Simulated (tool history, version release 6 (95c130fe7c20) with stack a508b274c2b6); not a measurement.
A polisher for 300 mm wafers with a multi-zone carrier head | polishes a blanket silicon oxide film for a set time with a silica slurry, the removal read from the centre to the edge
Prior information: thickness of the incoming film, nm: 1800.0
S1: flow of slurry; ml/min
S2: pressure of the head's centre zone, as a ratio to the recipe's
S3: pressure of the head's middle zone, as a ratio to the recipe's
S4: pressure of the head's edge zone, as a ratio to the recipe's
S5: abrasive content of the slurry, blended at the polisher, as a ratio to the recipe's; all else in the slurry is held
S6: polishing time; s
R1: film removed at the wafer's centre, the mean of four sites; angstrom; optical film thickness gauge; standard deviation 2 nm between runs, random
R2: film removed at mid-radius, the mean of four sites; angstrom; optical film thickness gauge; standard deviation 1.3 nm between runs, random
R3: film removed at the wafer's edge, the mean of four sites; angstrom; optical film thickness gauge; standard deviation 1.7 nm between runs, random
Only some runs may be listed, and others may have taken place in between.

run,hour,S1,S2,S3,S4,S5,S6,R1,R2,R3
1,0,245,1,1,1,1,60,2574.9,2450.3,2551.1
2,2.6,245,0.94,1,1,1,60,2413.6,2465,2576.1
3,3.3,245,0.94,1,1,1,71,2895,2961.4,3054.9
4,10.1,240,0.95,0.97,0.96,0.85,66,2507.5,2443.7,2567.8
5,15.8,235,0.96,0.95,0.93,0.75,63,2243.2,2159.5,2234.1
6,22.8,260,0.96,0.95,0.93,0.75,63,2315.3,2210.5,2310.5

For run 7, what comes out?
7,27.7,240,0.96,0.92,0.9,0.7,62,?,?,?

{"run 7": {"R1": 2140.6, "R2": 2013, "R3": 2150.4}}
